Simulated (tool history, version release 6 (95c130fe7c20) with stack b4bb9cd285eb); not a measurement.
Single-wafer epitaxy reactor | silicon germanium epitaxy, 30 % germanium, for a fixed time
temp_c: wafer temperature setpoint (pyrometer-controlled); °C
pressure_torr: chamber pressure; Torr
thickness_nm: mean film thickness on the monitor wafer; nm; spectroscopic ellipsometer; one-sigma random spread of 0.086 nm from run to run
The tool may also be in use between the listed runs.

run	hour	temp_c	pressure_torr	thickness_nm
1	0	575	25	39.486
2	2.7	573	25	37.949
3	6.2	573	21.9	35.384
4	7.8	573	25.1	37.874
5	10.5	577	25.1	41.279
6	18.6	575	25.1	39.606
7	19.7	573	25.1	37.838

Expected results for the next run?
8	28.5	571	25.1	?

For run 8 the tool returned thickness_nm 36.157 nm.

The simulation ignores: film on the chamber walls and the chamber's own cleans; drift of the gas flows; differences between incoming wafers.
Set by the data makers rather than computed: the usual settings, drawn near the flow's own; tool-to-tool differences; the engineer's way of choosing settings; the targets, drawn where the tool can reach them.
